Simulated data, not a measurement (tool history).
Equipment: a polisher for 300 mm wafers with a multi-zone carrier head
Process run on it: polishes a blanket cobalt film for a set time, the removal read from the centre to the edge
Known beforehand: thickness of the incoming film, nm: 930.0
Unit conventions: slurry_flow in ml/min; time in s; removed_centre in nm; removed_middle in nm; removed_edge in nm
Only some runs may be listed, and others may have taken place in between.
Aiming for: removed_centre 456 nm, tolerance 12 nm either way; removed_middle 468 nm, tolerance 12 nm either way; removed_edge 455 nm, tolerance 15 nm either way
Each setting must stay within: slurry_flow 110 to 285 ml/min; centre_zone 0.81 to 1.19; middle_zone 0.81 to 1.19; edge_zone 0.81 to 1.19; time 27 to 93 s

run 1 hour=0 | slurry_flow=180 centre_zone=1 middle_zone=1 edge_zone=1 time=59 | removed_centre=392.6 removed_middle=394.54 removed_edge=395.05
run 2 hour=6.1 | slurry_flow=195 centre_zone=1.01 middle_zone=1.02 edge_zone=1.03 time=59 | removed_centre=400.63 removed_middle=414.84 removed_edge=406.72
run 3 hour=9.6 | slurry_flow=195 centre_zone=1.04 middle_zone=1.02 edge_zone=1.03 time=59 | removed_centre=415.4 removed_middle=412.63 removed_edge=404.28
run 4 hour=11.4 | slurry_flow=210 centre_zone=1.04 middle_zone=1.03 edge_zone=1.05 time=59 | removed_centre=419.94 removed_middle=421.7 removed_edge=408.47
run 5 hour=15.5 | slurry_flow=210 centre_zone=1.04 middle_zone=1.03 edge_zone=1.11 time=59 | removed_centre=417.53 removed_middle=412.21 removed_edge=411.97
run 6 hour=23.5 | slurry_flow=220 centre_zone=1.04 middle_zone=1.04 edge_zone=1.12 time=60 | removed_centre=428.99 removed_middle=437.58 removed_edge=423.99
run 7 hour=31.3 | slurry_flow=220 centre_zone=1.04 middle_zone=1.04 edge_zone=1.12 time=60 | removed_centre=428.4 removed_middle=432.06 removed_edge=423.98
run 8 hour=38.5 | slurry_flow=230 centre_zone=1.04 middle_zone=1.04 edge_zone=1.13 time=61 | removed_centre=441.44 removed_middle=439.13 removed_edge=448.26
run 9 hour=41.5 | slurry_flow=235 centre_zone=1.04 middle_zone=1.05 edge_zone=1.13 time=61 | removed_centre=436.32 removed_middle=448.85 removed_edge=435.98
run 10 hour=43.6 | slurry_flow=240 centre_zone=1.04 middle_zone=1.05 edge_zone=1.14 time=61 | removed_centre=441.91 removed_middle=448.7 removed_edge=439.16
run 11 hour=44.8 | slurry_flow=245 centre_zone=1.04 middle_zone=1.05 edge_zone=1.15 time=61 | removed_centre=442.38 removed_middle=453.92 removed_edge=447.43
run 12 hour=47 | slurry_flow=250 centre_zone=1.04 middle_zone=1.05 edge_zone=1.15 time=61 | removed_centre=446.96 removed_middle=453.86 removed_edge=446.06

Consider the 4 candidate settings below. Which is the only one whose results all fall within their allowed miss of target?
run A hour=49.2 | slurry_flow=260 centre_zone=0.94 middle_zone=1.06 edge_zone=1.09 time=65 | removed_centre=? removed_middle=? removed_edge=?
run B hour=49.2 | slurry_flow=285 centre_zone=1.03 middle_zone=1.05 edge_zone=1.16 time=62 | removed_centre=? removed_middle=? removed_edge=?
run C hour=49.2 | slurry_flow=225 centre_zone=1.04 middle_zone=0.98 edge_zone=1.16 time=62 | removed_centre=? removed_middle=? removed_edge=?
run D hour=49.2 | slurry_flow=225 centre_zone=0.99 middle_zone=0.87 edge_zone=1.11 time=67 | removed_centre=? removed_middle=? removed_edge=?

move=A removed_centre=428.87 removed_middle=480.13 removed_edge=470.14
move=B removed_centre=451.38 removed_middle=458.83 removed_edge=464.33
move=C removed_centre=441.24 removed_middle=421.54 removed_edge=454.81
move=D removed_centre=454.56 removed_middle=414.27 removed_edge=482.85
A: takes the biggest miss from the last run beyond its target
B: meets every target
C: its largest miss is bigger than the last run's
D: its largest miss is bigger than the last run's
Correct choice: B, which meets every target

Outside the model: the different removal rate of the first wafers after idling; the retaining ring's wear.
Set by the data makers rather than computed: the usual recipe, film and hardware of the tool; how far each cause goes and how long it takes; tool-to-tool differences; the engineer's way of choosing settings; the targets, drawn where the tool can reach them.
